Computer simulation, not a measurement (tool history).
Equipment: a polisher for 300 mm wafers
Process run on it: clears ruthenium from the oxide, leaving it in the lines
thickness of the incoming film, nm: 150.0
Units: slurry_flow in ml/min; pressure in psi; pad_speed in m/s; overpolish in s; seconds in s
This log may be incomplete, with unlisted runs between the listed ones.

run 1 day=0 | slurry_flow=175 pressure=2.7 pad_speed=0.84 overpolish=5 | seconds=103.34
run 2 day=0.308 | slurry_flow=180 pressure=2.7 pad_speed=0.84 overpolish=5 | seconds=103.34
run 3 day=0.392 | slurry_flow=180 pressure=2.4 pad_speed=0.84 overpolish=5 | seconds=115.45
run 4 day=0.483 | slurry_flow=180 pressure=2.4 pad_speed=0.74 overpolish=5 | seconds=130.73
run 5 day=0.85 | slurry_flow=210 pressure=2.4 pad_speed=0.74 overpolish=5 | seconds=126.77
run 6 day=0.954 | slurry_flow=215 pressure=2.5 pad_speed=0.74 overpolish=5 | seconds=123.31

Run 7 has not been measured yet. What should we expect?
run 7 day=1.158 | slurry_flow=215 pressure=2.6 pad_speed=0.74 overpolish=5 | seconds=?

{"run 7": {"seconds": 117.08}}
